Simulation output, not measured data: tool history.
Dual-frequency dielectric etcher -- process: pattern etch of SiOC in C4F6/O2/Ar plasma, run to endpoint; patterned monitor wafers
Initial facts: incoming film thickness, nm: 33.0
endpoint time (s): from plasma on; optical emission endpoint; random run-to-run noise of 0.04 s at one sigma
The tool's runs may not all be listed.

{"run": 1, "hour": 0.0, "bias power (kW)": 0.459, "source power (kW)": 0.26, "endpoint time (s)": 12.891}
{"run": 2, "hour": 8.5, "bias power (kW)": 0.481, "source power (kW)": 0.26, "endpoint time (s)": 12.695}
{"run": 3, "hour": 17.3, "bias power (kW)": 0.481, "source power (kW)": 0.24, "endpoint time (s)": 13.045}
{"run": 4, "hour": 24.4, "bias power (kW)": 0.402, "source power (kW)": 0.24, "endpoint time (s)": 13.72}
{"run": 5, "hour": 28.8, "bias power (kW)": 0.353, "source power (kW)": 0.24, "endpoint time (s)": 14.234}
{"run": 6, "hour": 30.9, "bias power (kW)": 0.395, "source power (kW)": 0.24, "endpoint time (s)": 13.804}
{"run": 7, "hour": 39.7, "bias power (kW)": 0.433, "source power (kW)": 0.25, "endpoint time (s)": 13.321}
{"run": 8, "hour": 48.3, "bias power (kW)": 0.464, "source power (kW)": 0.26, "endpoint time (s)": 12.853}
{"run": 9, "hour": 49.6, "bias power (kW)": 0.488, "source power (kW)": 0.27, "endpoint time (s)": 12.422}
{"run": 10, "hour": 51.0, "bias power (kW)": 0.504, "source power (kW)": 0.27, "endpoint time (s)": 12.313}

Expected results for the next run?
{"run": 11, "hour": 56.2, "bias power (kW)": 0.518, "source power (kW)": 0.27, "endpoint time (s)": "?"}

{"run 11": {"endpoint time (s)": 12.167}}
